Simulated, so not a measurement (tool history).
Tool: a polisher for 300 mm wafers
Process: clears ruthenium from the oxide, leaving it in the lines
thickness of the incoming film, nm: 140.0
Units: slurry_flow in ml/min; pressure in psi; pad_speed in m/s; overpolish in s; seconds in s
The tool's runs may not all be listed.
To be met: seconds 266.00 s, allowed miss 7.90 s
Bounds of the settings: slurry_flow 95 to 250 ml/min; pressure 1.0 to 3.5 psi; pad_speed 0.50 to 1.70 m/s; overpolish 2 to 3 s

{"run": 1, "hour": 0.0, "slurry_flow": 160, "pressure": 2.2, "pad_speed": 1.1, "overpolish": 3, "seconds": 120.51}
{"run": 2, "hour": 6.2, "slurry_flow": 155, "pressure": 1.9, "pad_speed": 1.04, "overpolish": 3, "seconds": 148.86}
{"run": 3, "hour": 13.3, "slurry_flow": 180, "pressure": 1.9, "pad_speed": 1.04, "overpolish": 3, "seconds": 147.52}
{"run": 4, "hour": 15.6, "slurry_flow": 165, "pressure": 1.9, "pad_speed": 1.04, "overpolish": 3, "seconds": 146.09}
{"run": 5, "hour": 21.8, "slurry_flow": 165, "pressure": 1.7, "pad_speed": 1.0, "overpolish": 3, "seconds": 172.76}
{"run": 6, "hour": 23.6, "slurry_flow": 165, "pressure": 1.5, "pad_speed": 0.98, "overpolish": 3, "seconds": 193.97}
{"run": 7, "hour": 31.6, "slurry_flow": 165, "pressure": 1.4, "pad_speed": 0.96, "overpolish": 3, "seconds": 213.71}
{"run": 8, "hour": 34.7, "slurry_flow": 165, "pressure": 1.3, "pad_speed": 0.96, "overpolish": 3, "seconds": 222.17}
{"run": 9, "hour": 41.3, "slurry_flow": 165, "pressure": 1.2, "pad_speed": 0.96, "overpolish": 3, "seconds": 241.72}

4 next moves are on the table. One of them brings every result within its allowed miss. Which?
{"run": "A", "hour": 47.9, "slurry_flow": 210, "pressure": 1.6, "pad_speed": 0.74, "overpolish": 2, "seconds": "?"}
{"run": "B", "hour": 47.9, "slurry_flow": 190, "pressure": 1.0, "pad_speed": 1.0, "overpolish": 3, "seconds": "?"}
{"run": "C", "hour": 47.9, "slurry_flow": 180, "pressure": 1.5, "pad_speed": 0.94, "overpolish": 2, "seconds": "?"}
{"run": "D", "hour": 47.9, "slurry_flow": 135, "pressure": 1.3, "pad_speed": 1.0, "overpolish": 3, "seconds": "?"}

move=A seconds=235.73
move=B seconds=272.49
move=C seconds=202.98
move=D seconds=228.60
A: further off than the last run
B: meets every target
C: further off than the last run
D: further off than the last run
Move B is the one to make.

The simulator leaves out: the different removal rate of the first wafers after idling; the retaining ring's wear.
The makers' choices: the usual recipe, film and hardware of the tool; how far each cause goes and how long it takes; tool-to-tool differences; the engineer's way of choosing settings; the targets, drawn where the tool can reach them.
